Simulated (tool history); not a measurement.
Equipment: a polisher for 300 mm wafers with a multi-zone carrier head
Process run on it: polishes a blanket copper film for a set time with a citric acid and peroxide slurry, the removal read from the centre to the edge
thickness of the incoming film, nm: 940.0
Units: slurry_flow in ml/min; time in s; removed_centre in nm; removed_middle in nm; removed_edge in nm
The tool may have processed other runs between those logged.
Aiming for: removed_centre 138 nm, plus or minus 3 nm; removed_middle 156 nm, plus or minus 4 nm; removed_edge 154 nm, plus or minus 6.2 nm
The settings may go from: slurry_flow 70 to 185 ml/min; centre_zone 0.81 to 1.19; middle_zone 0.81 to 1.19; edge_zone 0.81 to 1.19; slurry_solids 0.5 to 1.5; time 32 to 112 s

run	hour	slurry_flow	centre_zone	middle_zone	edge_zone	slurry_solids	time	removed_centre	removed_middle	removed_edge
1	0	120	1	1	1	1	72	112.92	118.73	115.68
2	1.7	120	1	1	1	0.85	72	109.01	117.8	115.62
3	4.4	95	1	1	1	0.85	72	96.267	106.75	109.69
4	7.1	95	1	1	1	0.85	63	84.26	93.002	95.938
5	11.5	100	0.99	1.01	1.03	0.95	65	89.794	101.55	102.57
6	16.3	105	0.98	1	1.06	1.05	67	96.084	106.42	109.62
7	24.7	115	0.97	1	1.08	1.1	68	102.39	113	118.16
8	29.2	125	0.97	1.01	1.1	1.1	68	105.76	118.58	121.21
9	29.8	130	0.97	1.01	1.11	1.15	68	108.42	120.83	122.79
10	36.1	135	0.96	1.01	1.12	1.2	69	112.85	125.09	128.19
11	40.4	140	0.96	1.02	1.13	1.25	69	114.79	128.11	128.85
12	46.2	145	0.95	1.02	1.14	1.3	70	115.98	133.86	132.81
13	54.5	150	0.95	1.02	1.15	1.35	71	120.02	136.46	138.02
14	61.8	155	0.95	1.02	1.16	1.35	71	121.25	138.4	140.76
15	69.2	160	0.95	1.02	1.16	1.35	71	122.54	140.63	141.86

Next run, 4 choices. One meets every target within its allowed miss, the rest don't. Which?
A	76.6	175	0.84	1.12	1.12	1.35	72	?	?	?
B	76.6	165	0.95	1.03	1.18	1.35	74	?	?	?
C	76.6	170	1.19	0.93	1.08	1.3	68	?	?	?
D	76.6	150	0.97	1.04	1.14	1.45	78	?	?	?

move	removed_centre	removed_middle	removed_edge
A	114.72	155.93	145.75
B	129.01	146.98	152.47
C	145.16	124.03	133.85
D	136.17	154.16	157.09
A: lands further from the targets than the last run did
B: an improvement on the last run, though not all results are within tolerance
C: moves the result that the last run missed by most past its target, out the other side
D: hits every target within its allowed miss
Correct choice: D, which meets every target
